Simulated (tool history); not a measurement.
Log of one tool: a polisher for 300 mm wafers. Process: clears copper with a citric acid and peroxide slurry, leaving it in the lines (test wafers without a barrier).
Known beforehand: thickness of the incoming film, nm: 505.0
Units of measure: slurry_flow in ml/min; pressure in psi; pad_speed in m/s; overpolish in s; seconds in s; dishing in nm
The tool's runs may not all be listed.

run  hour  slurry_flow  pressure  pad_speed  slurry_solids  overpolish  seconds  dishing
  1     0          205       3.2       1.26              1          22   189.54     35.4
  2   1.7          205       3.2        1.4              1          22   170.77   39.017
  3   4.7          205       3.6        1.4              1          22   149.22   42.726
  4  11.4          175       3.6        1.4              1          22   158.59   41.873
  5  20.4          170       3.7        1.4              1          24   153.98    45.57
  6  23.8          165       3.8        1.4              1          26   145.54   50.443
  7  29.4          160       3.8       1.42              1          28   145.57   54.369

What will run 8 give?
  8  34.7          160       3.8       1.42              1          29        ?        ?

For run 8 the tool returned seconds 149.28 s, dishing 57.085 nm.
